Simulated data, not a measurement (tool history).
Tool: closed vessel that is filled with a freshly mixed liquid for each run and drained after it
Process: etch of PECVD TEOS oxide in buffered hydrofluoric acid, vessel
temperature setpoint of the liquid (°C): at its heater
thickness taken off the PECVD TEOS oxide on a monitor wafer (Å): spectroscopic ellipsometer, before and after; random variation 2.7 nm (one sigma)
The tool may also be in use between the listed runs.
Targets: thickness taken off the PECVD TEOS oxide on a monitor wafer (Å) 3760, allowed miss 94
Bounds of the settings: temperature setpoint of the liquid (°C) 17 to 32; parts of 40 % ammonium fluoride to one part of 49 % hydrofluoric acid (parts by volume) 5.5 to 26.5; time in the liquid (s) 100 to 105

run	hour	temperature setpoint of the liquid (°C)	parts of 40 % ammonium fluoride to one part of 49 % hydrofluoric acid (parts by volume)	time in the liquid (s)	thickness taken off the PECVD TEOS oxide on a monitor wafer (Å)
1	0	24	16	100	1932.6
2	6.8	25	15.5	100	2132.5
3	9.1	26	15	100	2321.2
4	13.6	26	17	100	2072.9
5	22.2	27	16.5	100	2217.4
6	27.8	28	16	100	2425.4
7	36.6	28.5	15.5	100	2561.8
8	42	29	15	100	2760.6
9	49	29.5	14.5	100	2932.5
10	51.4	30	14	100	3046
11	58.5	30.5	13.5	100	3296.1

Which of these 4 next moves meets every target?
A	65.6	30	11.5	105	?
B	65.6	31.5	11.5	100	?
C	65.6	26.5	8.5	100	?
D	65.6	30	12	105	?

move	thickness taken off the PECVD TEOS oxide on a monitor wafer (Å)
A	3910.7
B	4028
C	4028.9
D	3751.8
A: takes the result that was furthest off past its target
B: takes the result that was furthest off past its target
C: takes the result that was furthest off past its target
D: meets every target
Answer: D

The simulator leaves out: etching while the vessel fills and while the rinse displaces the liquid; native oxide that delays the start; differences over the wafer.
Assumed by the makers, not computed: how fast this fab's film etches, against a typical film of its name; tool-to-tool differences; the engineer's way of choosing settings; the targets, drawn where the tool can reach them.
